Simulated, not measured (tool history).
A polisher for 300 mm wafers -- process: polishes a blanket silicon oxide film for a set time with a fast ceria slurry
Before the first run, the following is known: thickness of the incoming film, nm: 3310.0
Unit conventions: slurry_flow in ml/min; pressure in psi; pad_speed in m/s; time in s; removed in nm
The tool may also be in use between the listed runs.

run    day  slurry_flow  pressure  pad_speed  time  removed
  1      0          135       1.8       0.86    40   408.07
  2  0.058          135       1.8       0.86    40   411.84
  3  0.092          145       1.9       0.86    40   434.65
  4  0.367          145       1.9          1    40   511.56
  5  0.688          145       1.9       1.16    40   590.57
  6  0.862          145       1.9       1.16    35   513.39

For run 7, what comes out?
  7  1.221          140       1.9       1.16    35        ?

{"run 7": {"removed": 511.56}}
